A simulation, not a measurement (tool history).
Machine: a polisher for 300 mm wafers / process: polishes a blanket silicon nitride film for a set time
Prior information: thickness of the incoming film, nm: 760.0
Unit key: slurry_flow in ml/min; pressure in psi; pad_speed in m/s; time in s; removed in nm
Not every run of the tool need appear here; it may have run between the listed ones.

Run 1, hour 0.0: slurry_flow 185 ml/min, pressure 4.3 psi, pad_speed 1.12 m/s, time 50 s. Result: removed 114.650 nm.
Run 2, hour 8.1: slurry_flow 185 ml/min, pressure 4.1 psi, pad_speed 1.12 m/s, time 50 s. Result: removed 107.280 nm.
Run 3, hour 9.1: slurry_flow 185 ml/min, pressure 3.9 psi, pad_speed 1.12 m/s, time 50 s. Result: removed 102.110 nm.
Run 4, hour 13.7: slurry_flow 185 ml/min, pressure 3.8 psi, pad_speed 1.12 m/s, time 50 s. Result: removed 98.794 nm.
Run 5, hour 21.3: slurry_flow 185 ml/min, pressure 3.7 psi, pad_speed 1.12 m/s, time 50 s. Result: removed 95.656 nm.
Run 6, hour 22.9: slurry_flow 230 ml/min, pressure 3.7 psi, pad_speed 1.12 m/s, time 50 s. Result: removed 98.385 nm.
Run 7, hour 24.3: slurry_flow 225 ml/min, pressure 2.7 psi, pad_speed 1.10 m/s, time 50 s. Result: removed 71.908 nm.

For run 8, what comes out?
Run 8, hour 28.9: slurry_flow 225 ml/min, pressure 2.8 psi, pad_speed 1.10 m/s, time 50 s. Result: removed ?.

removed: 75.572 nm
